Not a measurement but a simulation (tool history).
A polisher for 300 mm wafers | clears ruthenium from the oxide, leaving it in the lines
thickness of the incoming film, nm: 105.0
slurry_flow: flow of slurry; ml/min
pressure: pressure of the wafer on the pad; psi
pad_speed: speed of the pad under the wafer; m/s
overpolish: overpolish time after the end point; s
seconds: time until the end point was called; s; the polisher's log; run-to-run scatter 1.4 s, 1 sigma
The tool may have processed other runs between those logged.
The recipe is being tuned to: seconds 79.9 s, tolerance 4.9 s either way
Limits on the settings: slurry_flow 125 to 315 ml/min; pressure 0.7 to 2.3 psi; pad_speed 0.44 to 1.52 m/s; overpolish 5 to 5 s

run  hour  slurry_flow  pressure  pad_speed  overpolish  seconds
  1     0          205       1.5       0.98           5   132.82
  2   2.2          205       1.5       0.98           5   132.73
  3   3.4          205       1.7          1           5   116.68
  4   7.7          205       1.8       1.02           5    107.1
  5  13.6          205       1.9       1.04           5   102.51
  6  17.8          205       1.9       0.82           5   121.68
  7  25.4          205       1.9       0.82           5   124.76
  8  32.8          205       1.9       0.82           5   124.74
  9  36.1          205         2       0.88           5   112.35
 10  42.8          205       2.1       0.92           5   101.68
 11  44.4          205       2.1       0.96           5   95.772
 12  51.6          205       2.3       1.02           5   86.845
 13  57.8          205       2.3       1.04           5   85.722

Next run, 4 choices. One meets every target within its allowed miss, the rest don't. Which?
  A    64          185       2.3       1.28           5        ?
  B    64          205       2.1       1.04           5        ?
  C    64          165       2.1        1.3           5        ?
  D    64          205       2.3       1.36           5        ?

move  seconds
   A   73.477
   B   94.377
   C   80.198
   D   68.662
A: takes the result that was furthest off past its target
B: its largest miss is bigger than the last run's
C: every result within its allowed miss
D: takes the result that was furthest off past its target
So the answer is move C, the one that meets all the targets.
